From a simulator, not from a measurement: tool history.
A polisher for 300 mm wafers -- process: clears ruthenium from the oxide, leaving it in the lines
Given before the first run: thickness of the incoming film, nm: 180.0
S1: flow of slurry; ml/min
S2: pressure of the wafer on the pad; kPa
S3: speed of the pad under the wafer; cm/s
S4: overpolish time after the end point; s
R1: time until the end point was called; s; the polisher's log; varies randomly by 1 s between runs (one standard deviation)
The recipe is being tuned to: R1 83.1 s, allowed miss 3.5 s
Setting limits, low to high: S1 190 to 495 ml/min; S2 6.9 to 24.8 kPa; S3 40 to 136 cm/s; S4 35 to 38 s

Run 1, hour 0: S1 320 ml/min, S2 15.9 kPa, S3 88 cm/s, S4 35 s. Result: R1 149.04 s.
Run 2, hour 3.1: S1 320 ml/min, S2 15.9 kPa, S3 78 cm/s, S4 35 s. Result: R1 167.42 s.
Run 3, hour 10.3: S1 320 ml/min, S2 15.9 kPa, S3 78 cm/s, S4 35 s. Result: R1 169.05 s.
Run 4, hour 18.9: S1 320 ml/min, S2 15.9 kPa, S3 78 cm/s, S4 35 s. Result: R1 166.21 s.
Run 5, hour 24: S1 320 ml/min, S2 15.9 kPa, S3 64 cm/s, S4 35 s. Result: R1 198.39 s.
Run 6, hour 27.6: S1 280 ml/min, S2 15.9 kPa, S3 64 cm/s, S4 35 s. Result: R1 200.69 s.
Run 7, hour 31.2: S1 280 ml/min, S2 17.9 kPa, S3 70 cm/s, S4 35 s. Result: R1 166.02 s.
Run 8, hour 37.2: S1 290 ml/min, S2 22.1 kPa, S3 94 cm/s, S4 35 s. Result: R1 101.09 s.
Run 9, hour 41.5: S1 290 ml/min, S2 22.8 kPa, S3 94 cm/s, S4 35 s. Result: R1 99.282 s.
Run 10, hour 49.3: S1 290 ml/min, S2 23.4 kPa, S3 96 cm/s, S4 35 s. Result: R1 92.82 s.
Run 11, hour 56.6: S1 290 ml/min, S2 24.1 kPa, S3 98 cm/s, S4 35 s. Result: R1 91.772 s.
Run 12, hour 64.5: S1 290 ml/min, S2 24.1 kPa, S3 100 cm/s, S4 35 s. Result: R1 89.731 s.

Pick the move, out of 5, that brings all results within their allowed miss; only one does.
Run A, hour 72.4: S1 220 ml/min, S2 24.8 kPa, S3 96 cm/s, S4 38 s. Result: R1 ?.
Run B, hour 72.4: S1 325 ml/min, S2 22.8 kPa, S3 122 cm/s, S4 35 s. Result: R1 ?.
Run C, hour 72.4: S1 245 ml/min, S2 24.8 kPa, S3 118 cm/s, S4 38 s. Result: R1 ?.
Run D, hour 72.4: S1 315 ml/min, S2 21.4 kPa, S3 106 cm/s, S4 35 s. Result: R1 ?.
Run E, hour 72.4: S1 300 ml/min, S2 22.1 kPa, S3 116 cm/s, S4 38 s. Result: R1 ?.

move      R1
   A  91.751
   B  75.651
   C   73.99
   D  92.484
   E   82.52
A: moves away from the targets compared with the last run
B: carries the result that was furthest off beyond its target, to the other side
C: carries the result that was furthest off beyond its target, to the other side
D: moves away from the targets compared with the last run
E: hits every target within its allowed miss
Go with E: it meets all targets.
